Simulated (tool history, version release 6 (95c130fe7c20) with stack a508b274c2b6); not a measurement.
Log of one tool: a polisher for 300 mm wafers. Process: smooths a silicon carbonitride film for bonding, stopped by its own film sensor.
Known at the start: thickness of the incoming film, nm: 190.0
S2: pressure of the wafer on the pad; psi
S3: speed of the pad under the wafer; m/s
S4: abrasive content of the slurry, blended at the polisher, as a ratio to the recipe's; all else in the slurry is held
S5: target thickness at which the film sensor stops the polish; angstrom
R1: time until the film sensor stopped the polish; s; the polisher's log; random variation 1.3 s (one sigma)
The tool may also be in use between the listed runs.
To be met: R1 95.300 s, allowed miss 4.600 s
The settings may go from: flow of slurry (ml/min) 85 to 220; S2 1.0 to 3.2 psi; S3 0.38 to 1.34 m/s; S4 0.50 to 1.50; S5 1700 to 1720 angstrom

Run 1, hour 0.0: flow of slurry (ml/min) 140, S2 2.1 psi, S3 0.86 m/s, S4 1.00, S5 1700 angstrom. Result: R1 85.105 s.
Run 2, hour 6.5: flow of slurry (ml/min) 140, S2 2.1 psi, S3 0.86 m/s, S4 1.00, S5 1720 angstrom. Result: R1 75.815 s.
Run 3, hour 15.4: flow of slurry (ml/min) 140, S2 2.0 psi, S3 0.86 m/s, S4 1.00, S5 1720 angstrom. Result: R1 80.053 s.
Run 4, hour 20.3: flow of slurry (ml/min) 140, S2 2.0 psi, S3 0.74 m/s, S4 1.00, S5 1720 angstrom. Result: R1 87.616 s.
Run 5, hour 24.1: flow of slurry (ml/min) 140, S2 2.0 psi, S3 0.74 m/s, S4 1.00, S5 1720 angstrom. Result: R1 88.460 s.
At hour 28.8: slurry blender recalibrated.
Run 6, hour 28.8: flow of slurry (ml/min) 135, S2 1.9 psi, S3 0.74 m/s, S4 1.00, S5 1720 angstrom. Result: R1 83.725 s.
Run 7, hour 32.4: flow of slurry (ml/min) 140, S2 1.9 psi, S3 0.72 m/s, S4 1.00, S5 1720 angstrom. Result: R1 82.531 s.
Run 8, hour 34.1: flow of slurry (ml/min) 135, S2 1.9 psi, S3 0.68 m/s, S4 1.00, S5 1720 angstrom. Result: R1 90.589 s.
Run 9, hour 37.6: flow of slurry (ml/min) 135, S2 1.9 psi, S3 0.68 m/s, S4 1.00, S5 1720 angstrom. Result: R1 88.923 s.

Which of these 5 next moves meets every target?
Run A, hour 41.1: flow of slurry (ml/min) 110, S2 1.9 psi, S3 0.70 m/s, S4 1.15, S5 1720 angstrom. Result: R1 ?.
Run B, hour 41.1: flow of slurry (ml/min) 155, S2 2.0 psi, S3 0.68 m/s, S4 1.05, S5 1710 angstrom. Result: R1 ?.
Run C, hour 41.1: flow of slurry (ml/min) 125, S2 1.9 psi, S3 0.66 m/s, S4 0.90, S5 1710 angstrom. Result: R1 ?.
Run D, hour 41.1: flow of slurry (ml/min) 205, S2 2.0 psi, S3 0.54 m/s, S4 0.90, S5 1720 angstrom. Result: R1 ?.
Run E, hour 41.1: flow of slurry (ml/min) 140, S2 2.1 psi, S3 0.60 m/s, S4 1.05, S5 1720 angstrom. Result: R1 ?.

move       R1
   A   84.920
   B   83.947
   C  101.290
   D   94.949
   E   83.809
A: further off than the last run
B: further off than the last run
C: takes the result that was furthest off past its target
D: meets every target
E: further off than the last run
Answer: D
